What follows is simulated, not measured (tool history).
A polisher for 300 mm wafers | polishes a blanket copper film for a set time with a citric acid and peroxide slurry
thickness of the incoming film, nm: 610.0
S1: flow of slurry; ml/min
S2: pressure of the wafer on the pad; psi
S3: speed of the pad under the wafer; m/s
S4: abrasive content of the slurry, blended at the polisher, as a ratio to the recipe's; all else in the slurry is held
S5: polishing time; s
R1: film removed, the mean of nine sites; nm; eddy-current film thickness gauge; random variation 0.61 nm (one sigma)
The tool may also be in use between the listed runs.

{"run": 1, "hour": 0.0, "S1": 300, "S2": 2.0, "S3": 1.12, "S4": 1.0, "S5": 41, "R1": 64.538}
{"run": 2, "hour": 0.8, "S1": 300, "S2": 2.1, "S3": 1.12, "S4": 1.0, "S5": 41, "R1": 66.628}
{"run": 3, "hour": 7.0, "S1": 305, "S2": 2.3, "S3": 1.12, "S4": 1.0, "S5": 41, "R1": 73.192}
{"run": 4, "hour": 9.9, "S1": 305, "S2": 1.8, "S3": 1.12, "S4": 1.0, "S5": 41, "R1": 58.907}
{"run": 5, "hour": 13.4, "S1": 305, "S2": 1.8, "S3": 1.12, "S4": 0.9, "S5": 41, "R1": 56.594}
{"run": 6, "hour": 14.6, "S1": 305, "S2": 1.9, "S3": 1.12, "S4": 0.9, "S5": 41, "R1": 59.769}
{"run": 7, "hour": 17.7, "S1": 305, "S2": 2.0, "S3": 1.12, "S4": 0.9, "S5": 41, "R1": 62.469}

Forecast run 8:
{"run": 8, "hour": 23.2, "S1": 305, "S2": 2.1, "S3": 1.12, "S4": 0.9, "S5": 41, "R1": "?"}

Run 8 gave R1 67.081 nm.
